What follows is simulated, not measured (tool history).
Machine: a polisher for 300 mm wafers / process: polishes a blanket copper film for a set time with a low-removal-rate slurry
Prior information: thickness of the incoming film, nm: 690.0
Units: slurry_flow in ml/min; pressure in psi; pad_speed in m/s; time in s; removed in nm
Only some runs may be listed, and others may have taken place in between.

run	hour	slurry_flow	pressure	pad_speed	slurry_solids	time	removed
1	0.0	305	2.4	1.28	1.0	51	175.58
2	1.1	305	2.4	1.28	1.1	51	182.53
3	4.6	305	2.2	1.28	1.1	51	166.63
4	7.8	305	2.2	1.28	1.3	51	173.98
5	15.1	305	2.0	1.28	1.3	51	161.21
6	17.6	305	1.9	1.28	1.3	51	150.64

Run 7 has not been measured yet. What should we expect?
7	26.0	305	1.8	1.28	1.3	51	?

{"run 7": {"removed": 142.56}}

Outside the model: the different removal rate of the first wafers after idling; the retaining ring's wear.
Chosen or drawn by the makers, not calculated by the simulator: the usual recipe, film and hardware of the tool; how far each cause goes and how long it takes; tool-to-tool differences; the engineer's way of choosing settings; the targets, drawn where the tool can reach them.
